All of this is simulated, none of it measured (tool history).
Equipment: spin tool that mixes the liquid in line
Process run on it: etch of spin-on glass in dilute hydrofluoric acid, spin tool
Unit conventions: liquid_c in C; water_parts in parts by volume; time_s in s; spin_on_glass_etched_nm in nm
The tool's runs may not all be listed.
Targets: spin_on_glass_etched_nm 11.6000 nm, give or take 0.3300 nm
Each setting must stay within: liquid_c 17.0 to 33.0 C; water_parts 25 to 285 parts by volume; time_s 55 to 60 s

| run | day | liquid_c | water_parts | time_s | spin_on_glass_etched_nm |
|---|---|---|---|---|---|
| 1 | 0.000 | 25.0 | 155 | 55 | 13.7500 |
| 2 | 0.179 | 25.0 | 105 | 55 | 21.5890 |
| 3 | 0.229 | 24.0 | 110 | 55 | 19.4880 |
| 4 | 0.400 | 21.5 | 110 | 55 | 17.7980 |
| 5 | 0.612 | 21.0 | 115 | 55 | 16.7340 |
| 6 | 0.829 | 20.5 | 120 | 55 | 15.4280 |
| 7 | 1.112 | 20.0 | 120 | 55 | 15.0830 |
| 8 | 1.183 | 19.5 | 120 | 55 | 14.8530 |
| 9 | 1.467 | 17.0 | 145 | 55 | 10.8080 |

Next run, 5 choices. One meets every target within its allowed miss, the rest don't. Which?
| A | 1.750 | 18.0 | 155 | 55 | ? |
| B | 1.750 | 17.5 | 140 | 55 | ? |
| C | 1.750 | 17.0 | 130 | 55 | ? |
| D | 1.750 | 17.0 | 155 | 55 | ? |
| E | 1.750 | 18.5 | 170 | 55 | ? |

| move | spin_on_glass_etched_nm |
|---|---|
| A | 10.4010 |
| B | 11.4520 |
| C | 12.2020 |
| D | 9.9861 |
| E | 9.5338 |
A: its largest miss is bigger than the last run's
B: all results in spec
C: takes the result that was furthest off past its target
D: its largest miss is bigger than the last run's
E: its largest miss is bigger than the last run's
Go with B: it meets all targets.
